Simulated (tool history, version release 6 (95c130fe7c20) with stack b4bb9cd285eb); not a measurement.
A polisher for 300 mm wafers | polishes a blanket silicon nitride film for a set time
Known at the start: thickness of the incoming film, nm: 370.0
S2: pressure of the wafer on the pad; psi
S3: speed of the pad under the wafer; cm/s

Run 1, hour 0.0: flow of slurry (ml/min) 170, S2 3.7 psi, S3 120 cm/s, polishing time (s) 59. Result: film removed (nm) 104.210.
Run 2, hour 7.5: flow of slurry (ml/min) 170, S2 3.7 psi, S3 120 cm/s, polishing time (s) 61. Result: film removed (nm) 108.520.
Run 3, hour 13.5: flow of slurry (ml/min) 170, S2 3.4 psi, S3 118 cm/s, polishing time (s) 61. Result: film removed (nm) 97.523.
Run 4, hour 18.5: flow of slurry (ml/min) 170, S2 3.2 psi, S3 118 cm/s, polishing time (s) 61. Result: film removed (nm) 93.817.
Run 5, hour 22.9: flow of slurry (ml/min) 170, S2 3.2 psi, S3 88 cm/s, polishing time (s) 61. Result: film removed (nm) 74.285.
Run 6, hour 25.5: flow of slurry (ml/min) 170, S2 3.1 psi, S3 88 cm/s, polishing time (s) 61. Result: film removed (nm) 71.598.
Run 7, hour 29.9: flow of slurry (ml/min) 170, S2 3.0 psi, S3 88 cm/s, polishing time (s) 61. Result: film removed (nm) 69.250.
Run 8, hour 35.3: flow of slurry (ml/min) 170, S2 2.9 psi, S3 88 cm/s, polishing time (s) 61. Result: film removed (nm) 67.924.

The next listed run, before its measurement:
Run 9, hour 38.3: flow of slurry (ml/min) 165, S2 2.2 psi, S3 86 cm/s, polishing time (s) 61. Result: film removed (nm) ?.

Run 9 gave film removed (nm) 50.943.
